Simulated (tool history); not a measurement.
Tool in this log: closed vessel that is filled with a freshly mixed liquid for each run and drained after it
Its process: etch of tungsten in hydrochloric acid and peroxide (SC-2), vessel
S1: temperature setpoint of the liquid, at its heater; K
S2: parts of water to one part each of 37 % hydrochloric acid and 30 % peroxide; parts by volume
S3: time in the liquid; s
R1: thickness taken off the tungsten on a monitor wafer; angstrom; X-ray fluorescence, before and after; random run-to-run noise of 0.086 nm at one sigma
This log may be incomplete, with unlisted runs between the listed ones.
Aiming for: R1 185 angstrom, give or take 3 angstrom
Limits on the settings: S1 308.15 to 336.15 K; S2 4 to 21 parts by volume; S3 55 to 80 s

run	hour	S1	S2	S3	R1
1	0	320.15	11.5	80	226.57
2	6.8	320.15	13	80	204.9
3	10.3	319.65	13	80	196.32
4	18.9	319.65	13	80	197.87
5	24.5	314.65	13	80	139.53
6	32.8	315.65	13	80	148.79
7	38.8	316.15	13	80	154.71
8	45.2	316.65	13	80	159.98
9	49.9	317.15	13	80	166.47
10	58.4	317.65	13	80	171.41
11	61.4	317.65	13	80	171.64
12	65.5	317.65	13	80	172.62

4 candidate next runs follow, results not yet known. Just one meets every target within its allowed miss. Identify it.
A	69.6	311.65	5	55	?
B	69.6	318.65	13.5	80	?
C	69.6	318.65	13	80	?
D	69.6	316.65	11.5	80	?

move	R1
A	167.06
B	179.27
C	185.24
D	179.29
A: lands further from the targets than the last run did
B: closer than the last run, but not yet in spec
C: every result within its allowed miss
D: closer than the last run, but not yet in spec
Correct choice: C, which meets every target
